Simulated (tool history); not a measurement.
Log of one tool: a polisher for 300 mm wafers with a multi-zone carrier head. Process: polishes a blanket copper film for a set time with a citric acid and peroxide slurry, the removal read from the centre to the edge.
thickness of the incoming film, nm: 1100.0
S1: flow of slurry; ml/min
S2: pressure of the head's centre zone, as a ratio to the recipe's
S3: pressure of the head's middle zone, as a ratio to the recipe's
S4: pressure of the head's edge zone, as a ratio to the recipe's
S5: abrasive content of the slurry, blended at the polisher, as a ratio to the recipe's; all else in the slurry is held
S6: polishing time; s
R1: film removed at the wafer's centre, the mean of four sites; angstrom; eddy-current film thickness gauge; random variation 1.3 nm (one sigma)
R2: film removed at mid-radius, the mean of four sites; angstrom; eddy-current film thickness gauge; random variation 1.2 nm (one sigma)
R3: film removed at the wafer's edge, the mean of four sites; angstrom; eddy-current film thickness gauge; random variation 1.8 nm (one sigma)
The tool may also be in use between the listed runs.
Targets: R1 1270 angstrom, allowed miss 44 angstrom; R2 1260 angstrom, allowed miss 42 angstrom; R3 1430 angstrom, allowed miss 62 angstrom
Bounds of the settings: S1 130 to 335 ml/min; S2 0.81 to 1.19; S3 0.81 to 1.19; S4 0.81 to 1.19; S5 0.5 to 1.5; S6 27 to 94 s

run	hour	S1	S2	S3	S4	S5	S6	R1	R2	R3
1	0	215	1	1	1	1	60	1761.7	1747.6	1683.2
2	6.7	210	0.98	0.98	1	0.95	60	1699.7	1651.7	1678.6
3	15.2	205	0.96	0.97	0.98	0.9	60	1645.9	1615.5	1622.3
4	16.7	200	0.94	0.96	0.98	0.85	60	1544.5	1599.2	1599.5
5	18.6	200	0.94	0.96	0.92	0.85	60	1548.8	1572.4	1577.3
6	23.6	200	0.94	0.96	0.88	0.85	60	1549.6	1585	1532.6
7	25.8	165	0.84	0.86	0.92	0.6	58	1176.9	1216.4	1332
8	29.9	170	0.84	0.86	0.93	0.6	58	1168.9	1234.5	1365.6
9	30.5	175	0.85	0.86	0.93	0.6	58	1178.3	1214.5	1353
10	37.4	180	0.86	0.86	0.94	0.6	58	1206.1	1223.2	1373.7
11	44.5	185	0.86	0.86	0.94	0.6	58	1223.7	1221.7	1378.8
12	48.1	190	0.86	0.86	0.94	0.6	58	1234	1239.7	1386.9

Which of these 5 next moves meets every target?
A	51.7	195	0.81	0.84	0.94	0.6	59	?	?	?
B	51.7	220	0.95	0.93	0.92	0.75	48	?	?	?
C	51.7	220	0.81	0.86	0.97	0.5	62	?	?	?
D	51.7	195	0.86	0.83	0.95	0.5	64	?	?	?
E	51.7	185	0.85	0.82	1	0.8	51	?	?	?

move	R1	R2	R3
A	1172.4	1247.5	1367.3
B	1226.1	1204.2	1199.2
C	1183.7	1281.2	1383.5
D	1270.9	1260.3	1399.9
E	1149.6	1143.5	1306.3
A: further off than the last run
B: brings the result that was furthest off to its target, and leaves another outside
C: further off than the last run
D: meets every target
E: further off than the last run
Move D is the one to make.
